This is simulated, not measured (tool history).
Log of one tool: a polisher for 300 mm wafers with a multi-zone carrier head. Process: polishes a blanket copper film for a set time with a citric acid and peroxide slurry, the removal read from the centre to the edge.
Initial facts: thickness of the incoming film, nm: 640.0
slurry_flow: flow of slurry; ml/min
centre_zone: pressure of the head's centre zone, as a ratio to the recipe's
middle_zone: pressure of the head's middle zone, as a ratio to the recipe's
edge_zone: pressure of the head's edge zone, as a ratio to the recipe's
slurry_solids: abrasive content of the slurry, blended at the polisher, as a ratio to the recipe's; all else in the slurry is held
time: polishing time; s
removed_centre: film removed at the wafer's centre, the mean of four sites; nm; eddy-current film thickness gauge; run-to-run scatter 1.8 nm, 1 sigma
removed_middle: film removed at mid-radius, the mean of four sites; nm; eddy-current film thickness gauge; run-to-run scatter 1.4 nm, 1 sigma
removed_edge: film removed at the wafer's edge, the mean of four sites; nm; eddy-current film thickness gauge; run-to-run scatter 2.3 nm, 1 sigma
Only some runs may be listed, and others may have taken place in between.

run  hour  slurry_flow  centre_zone  middle_zone  edge_zone  slurry_solids  time  removed_centre  removed_middle  removed_edge
  1     0          155            1            1          1              1    52           175.5          194.13        194.23
  2   2.6          155            1         1.05          1              1    52          176.52          199.21        191.19
  3   8.6          150            1         1.05       0.97           0.95    52          172.05           194.3        188.46
  4  17.4          150            1         1.05       0.97           1.15    52          183.33          209.98        197.95
  5  19.5          150         1.01         1.06       0.95           1.05    51          176.25          198.88        188.36
  6    21          165         1.01         1.06       0.95           1.05    51          177.14          203.05        185.37
  7  23.4          170         1.01         1.05       0.94              1    51          175.05          199.99        183.45

Estimate the outcome of run 8 from the log above:
  8  29.2          125         1.01         0.99       0.84           0.85    50               ?               ?             ?

{"run 8": {"removed_centre": 155.97, "removed_middle": 170.42, "removed_edge": 158.45}}
